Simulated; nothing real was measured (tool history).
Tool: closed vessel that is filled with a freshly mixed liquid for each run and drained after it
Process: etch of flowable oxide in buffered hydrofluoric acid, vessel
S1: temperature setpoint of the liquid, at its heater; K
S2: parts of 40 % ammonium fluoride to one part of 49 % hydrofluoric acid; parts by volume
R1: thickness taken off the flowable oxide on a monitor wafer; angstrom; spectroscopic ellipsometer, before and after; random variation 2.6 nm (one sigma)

run 1 hour=0.0 | S1=297.15 S2=8 time_in_the_liquid_(s)=95 | R1=3513.2
run 2 hour=0.9 | S1=298.15 S2=8 time_in_the_liquid_(s)=95 | R1=3692.0
run 3 hour=10.2 | S1=298.65 S2=8 time_in_the_liquid_(s)=95 | R1=3816.6
run 4 hour=12.4 | S1=298.65 S2=7 time_in_the_liquid_(s)=95 | R1=4417.1
run 5 hour=18.7 | S1=298.65 S2=7 time_in_the_liquid_(s)=105 | R1=4899.8
run 6 hour=25.7 | S1=298.65 S2=7 time_in_the_liquid_(s)=95 | R1=4379.3

Run 7 comes next. What will it give?
run 7 hour=28.6 | S1=298.65 S2=7 time_in_the_liquid_(s)=95 | R1=?

Run 7 gave R1 4419.6 angstrom.
